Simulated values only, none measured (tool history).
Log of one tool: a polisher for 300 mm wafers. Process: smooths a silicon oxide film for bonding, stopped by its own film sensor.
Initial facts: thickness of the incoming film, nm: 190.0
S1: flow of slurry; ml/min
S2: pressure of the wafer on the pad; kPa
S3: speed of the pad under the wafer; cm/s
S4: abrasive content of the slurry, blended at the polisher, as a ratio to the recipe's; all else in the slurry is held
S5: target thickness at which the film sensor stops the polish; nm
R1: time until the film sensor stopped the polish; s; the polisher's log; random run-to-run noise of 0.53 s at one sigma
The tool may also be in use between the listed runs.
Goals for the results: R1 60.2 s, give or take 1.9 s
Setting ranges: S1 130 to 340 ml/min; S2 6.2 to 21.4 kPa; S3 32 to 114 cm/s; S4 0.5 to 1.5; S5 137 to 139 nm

run  hour   S1    S2  S3   S4   S5      R1
  1     0  220  13.8  72    1  139  98.533
  2   0.8  220  13.8  72  1.1  139  93.271
  3   7.1  200  13.8  72  1.1  139  94.936
  4  10.7  200  15.2  72  1.1  139  88.263
  5  15.3  200  15.2  72  1.1  139  87.049
  6  20.9  205  15.9  72  1.1  139  84.539
  7  22.3  205  16.5  72  1.1  139  83.852
  8  30.8  205  17.2  74  1.1  139  79.156
  9  36.5  205  17.9  74  1.1  139  77.157
 10  43.1  205  18.6  76  1.1  139  73.032
 11  50.3  205    20  80  1.1  139  66.623
 12  58.5  205  20.7  82  1.1  139  64.427
 13  61.1  205  21.4  84  1.1  139  63.324

Which of these 4 next moves meets every target?
  A  63.7  245  19.3  88   1.1  137   ?
  B  63.7  220  21.4  74  1.15  139   ?
  C  63.7  210  19.3  92  1.05  137   ?
  D  63.7  220  20.7  86   1.2  138   ?

move      R1
   A  66.547
   B  64.636
   C   67.58
   D  60.636
A: lands further from the targets than the last run did
B: lands further from the targets than the last run did
C: lands further from the targets than the last run did
D: every result lands within tolerance
The move that meets every target is D.
